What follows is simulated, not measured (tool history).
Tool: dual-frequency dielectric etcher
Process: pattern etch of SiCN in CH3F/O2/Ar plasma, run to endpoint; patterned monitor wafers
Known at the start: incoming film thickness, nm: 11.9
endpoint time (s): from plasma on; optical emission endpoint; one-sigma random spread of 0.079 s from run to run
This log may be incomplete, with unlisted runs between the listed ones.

run  hour  source power (W)  bias power (W)  endpoint time (s)
  1     0               470             101               25.5
  2   1.2               500             102             24.843
  3   5.2               420             102             26.797
  4    10               340             102             28.759
  5  12.9               340             111             28.221
  6  21.2               390             112             26.444
  7    26               420             113             25.833
  8  32.4               450             114             25.166

For run 9, what comes out?
  9  33.5               470             115                  ?

endpoint time (s): 24.574

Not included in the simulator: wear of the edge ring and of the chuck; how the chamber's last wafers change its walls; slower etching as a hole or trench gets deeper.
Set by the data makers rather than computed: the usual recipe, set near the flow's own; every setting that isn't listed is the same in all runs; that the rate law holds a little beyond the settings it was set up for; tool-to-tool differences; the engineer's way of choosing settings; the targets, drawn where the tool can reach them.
